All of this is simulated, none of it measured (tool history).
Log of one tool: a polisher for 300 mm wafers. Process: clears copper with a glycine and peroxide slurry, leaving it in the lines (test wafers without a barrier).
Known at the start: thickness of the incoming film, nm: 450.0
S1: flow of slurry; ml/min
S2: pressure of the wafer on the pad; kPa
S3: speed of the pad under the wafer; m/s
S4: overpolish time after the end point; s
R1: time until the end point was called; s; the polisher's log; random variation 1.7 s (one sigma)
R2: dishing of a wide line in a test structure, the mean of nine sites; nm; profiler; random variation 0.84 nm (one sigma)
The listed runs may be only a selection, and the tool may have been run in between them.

run,hour,S1,S2,S3,S4,R1,R2
1,0,195,11.7,0.8,15,168.62,27.644
2,3.2,195,12.4,0.84,16,157.71,30.903
3,4.1,195,13.1,0.86,17,151.08,34.147
4,10.6,195,13.8,0.88,18,143.74,36.57
5,17.2,195,16.5,0.88,18,134.3,40.415
6,21.2,195,16.5,0.92,19,128.97,42.369
7,27.9,195,17.2,0.94,20,120.05,45.907

What does the tool deliver on the next run?
8,34.8,195,17.2,0.94,21,?,?

R1: 123.63 s
R2: 47.774 nm
